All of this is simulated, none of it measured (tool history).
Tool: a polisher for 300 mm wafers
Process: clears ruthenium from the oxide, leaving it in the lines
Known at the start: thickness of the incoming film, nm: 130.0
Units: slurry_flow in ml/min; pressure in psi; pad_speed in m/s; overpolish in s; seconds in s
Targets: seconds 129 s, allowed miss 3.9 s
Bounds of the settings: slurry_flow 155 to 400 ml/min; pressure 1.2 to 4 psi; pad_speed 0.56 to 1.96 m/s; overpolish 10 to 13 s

run   hour  slurry_flow  pressure  pad_speed  overpolish  seconds
  1      0          255       2.6       1.26          13   69.618
  2    1.8          255       2.6       1.26          13   69.886
  3    7.9          255       2.4       1.24          13   76.272
  4   13.4          255       2.3       1.22          13   82.033
  5     16          315       2.3       1.22          13   80.487
  6   19.2          315       2.2       1.22          13   82.788
  7     27          315       2.1       1.22          13   86.781
  8   34.2          315         2       1.22          13   90.411
  9   41.6          315       1.9       1.22          13   95.372
 10   50.4          315       1.8       1.22          13   99.647
 11   54.1          315       1.7       1.22          13   105.45
 12   60.7          310       1.7       1.22          13    106.1
 13   63.3          290       1.2       1.22          13   148.04
 14   69.2          300       1.2       1.22          13   148.95
 15   77.8          310       1.2       1.22          13   147.44
 16   84.9          315       1.2       1.22          13   149.44
 17   91.8          320       1.2       1.22          13    147.5
 18   98.1          320       1.2       1.22          13   146.64
 19  100.3          325       1.2       1.22          13   148.15
 20  103.9          330       1.3       1.22          13   134.95
 21  105.9          335       1.3       1.22          13   137.21

4 next moves are on the table. One of them brings every result within its allowed miss. Which?
  A  107.9          240       1.5       0.98          10        ?
  B  107.9          285       1.4       1.22          10        ?
  C  107.9          370       1.4       1.28          10        ?
  D  107.9          395       1.2        1.3          13        ?

move  seconds
   A   143.74
   B   128.81
   C   121.68
   D   138.42
A: further off than the last run
B: meets every target
C: takes the result that was furthest off past its target
D: further off than the last run
The right move is B.
